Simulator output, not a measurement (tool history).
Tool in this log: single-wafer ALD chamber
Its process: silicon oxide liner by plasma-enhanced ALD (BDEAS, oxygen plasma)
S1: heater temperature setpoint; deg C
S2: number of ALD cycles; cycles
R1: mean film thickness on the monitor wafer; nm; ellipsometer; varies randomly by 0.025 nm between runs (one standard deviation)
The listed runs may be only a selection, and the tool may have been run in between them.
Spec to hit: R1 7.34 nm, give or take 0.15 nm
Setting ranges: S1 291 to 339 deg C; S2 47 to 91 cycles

| run | hour | S1 | S2 | R1 |
|---|---|---|---|---|
| 1 | 0 | 315 | 69 | 5.9414 |
| 2 | 3.2 | 314 | 73 | 6.2912 |
| 3 | 12.2 | 314 | 76 | 6.6094 |
| 4 | 20.8 | 314 | 78 | 6.7442 |
| 5 | 26.3 | 314 | 80 | 6.9265 |
| 6 | 31.5 | 308 | 80 | 7.0165 |
| 7 | 37.4 | 308 | 81 | 7.0826 |
| 8 | 39.3 | 308 | 82 | 7.1349 |

5 next moves are on the table. One of them brings every result within its allowed miss. Which?
| A | 41.2 | 309 | 78 | ? |
| B | 41.2 | 309 | 84 | ? |
| C | 41.2 | 308 | 81 | ? |
| D | 41.2 | 312 | 81 | ? |
| E | 41.2 | 309 | 81 | ? |

| move | R1 |
|---|---|
| A | 6.8356 |
| B | 7.3614 |
| C | 7.1074 |
| D | 7.072 |
| E | 7.0985 |
A: lands further from the targets than the last run did
B: each result inside its tolerance
C: lands further from the targets than the last run did
D: lands further from the targets than the last run did
E: lands further from the targets than the last run did
The right move is B.
